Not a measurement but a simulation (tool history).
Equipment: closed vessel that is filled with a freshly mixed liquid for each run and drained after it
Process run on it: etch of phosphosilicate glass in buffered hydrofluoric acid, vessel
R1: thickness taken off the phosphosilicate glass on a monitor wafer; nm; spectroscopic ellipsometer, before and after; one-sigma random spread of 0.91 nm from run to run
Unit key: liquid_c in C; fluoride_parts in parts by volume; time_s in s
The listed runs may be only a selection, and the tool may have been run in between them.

{"run": 1, "day": 0.0, "liquid_c": 21.0, "fluoride_parts": 15.5, "time_s": 100, "R1": 167.42}
{"run": 2, "day": 0.212, "liquid_c": 23.5, "fluoride_parts": 15.5, "time_s": 100, "R1": 197.25}
{"run": 3, "day": 0.375, "liquid_c": 27.0, "fluoride_parts": 15.5, "time_s": 100, "R1": 228.31}
{"run": 4, "day": 0.729, "liquid_c": 27.0, "fluoride_parts": 12.5, "time_s": 100, "R1": 287.29}
{"run": 5, "day": 0.788, "liquid_c": 25.5, "fluoride_parts": 12.5, "time_s": 100, "R1": 264.93}
{"run": 6, "day": 1.112, "liquid_c": 28.5, "fluoride_parts": 12.5, "time_s": 100, "R1": 315.2}
{"run": 7, "day": 1.346, "liquid_c": 25.0, "fluoride_parts": 14.5, "time_s": 100, "R1": 223.81}
{"run": 8, "day": 1.388, "liquid_c": 22.5, "fluoride_parts": 16.0, "time_s": 100, "R1": 178.54}

For run 9, what comes out?
{"run": 9, "day": 1.554, "liquid_c": 21.0, "fluoride_parts": 17.0, "time_s": 100, "R1": "?"}

Run 9 measured R1 153.33 nm.
